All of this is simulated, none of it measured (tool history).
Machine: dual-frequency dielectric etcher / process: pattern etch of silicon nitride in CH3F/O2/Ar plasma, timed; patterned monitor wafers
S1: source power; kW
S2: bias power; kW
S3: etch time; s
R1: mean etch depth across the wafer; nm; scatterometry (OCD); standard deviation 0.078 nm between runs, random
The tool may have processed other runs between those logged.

run,hour,S1,S2,S3,R1
1,0,0.45,0.081,34.5,28.707
2,3.6,0.46,0.081,34.5,28.978
3,10.2,0.46,0.071,34.5,27.698
4,15.1,0.47,0.071,34.5,27.888
5,16.2,0.47,0.071,31.5,25.332
6,23.7,0.48,0.073,31.5,25.801
7,26.4,0.57,0.085,32,29.205

For run 8, what comes out?
8,29.4,0.57,0.085,32,?

R1: 29.003 nm
